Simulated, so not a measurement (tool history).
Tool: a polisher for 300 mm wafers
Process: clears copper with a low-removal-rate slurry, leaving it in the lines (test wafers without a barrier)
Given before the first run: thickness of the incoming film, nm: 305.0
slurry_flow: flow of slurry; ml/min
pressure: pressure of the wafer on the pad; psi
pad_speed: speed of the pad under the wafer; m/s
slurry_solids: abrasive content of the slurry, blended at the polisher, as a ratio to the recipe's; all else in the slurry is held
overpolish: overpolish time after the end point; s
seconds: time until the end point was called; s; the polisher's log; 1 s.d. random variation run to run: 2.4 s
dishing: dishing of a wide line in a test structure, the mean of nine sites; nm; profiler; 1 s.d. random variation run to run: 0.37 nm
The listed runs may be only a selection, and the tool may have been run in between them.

run,hour,slurry_flow,pressure,pad_speed,slurry_solids,overpolish,seconds,dishing
1,0,295,2.1,1.08,1,18,154.56,27.821
2,5.2,295,2.1,1.32,1,18,130.31,32.891
3,12.9,295,2.1,1.32,1,16,124.27,29.148
4,18.7,295,2.1,1.56,1,16,115.51,34.3
5,22.4,295,2.1,1.54,1,15,115.44,30.846
6,23.3,295,1.9,1.54,1,15,124.86,28.298

Run 7 comes next. What will it give?
7,26.8,295,1.9,1.54,1,14,?,?

seconds: 121.32 s
dishing: 26.677 nm
